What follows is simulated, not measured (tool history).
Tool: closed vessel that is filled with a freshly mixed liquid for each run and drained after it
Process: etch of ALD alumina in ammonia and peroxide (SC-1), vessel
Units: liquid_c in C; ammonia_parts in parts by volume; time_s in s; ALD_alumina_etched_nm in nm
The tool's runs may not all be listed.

run  hour  liquid_c  ammonia_parts  time_s  ALD_alumina_etched_nm
  1     0        48            0.5     455                 35.854
  2   3.3        48            0.5     485                 38.291
  3   6.4        46            0.5     485                 34.142
  4  14.5      48.5            0.5     485                 39.463
  5  21.4        54            0.5     485                 52.919
  6  28.3      50.5            0.5     485                 44.025
  7  34.2        48            0.5     485                 38.257
  8  36.3        40            0.5     485                 24.221

Forecast run 9:
  9  45.4        40            0.5     485                      ?

{"run 9": {"ALD_alumina_etched_nm": 24.245}}
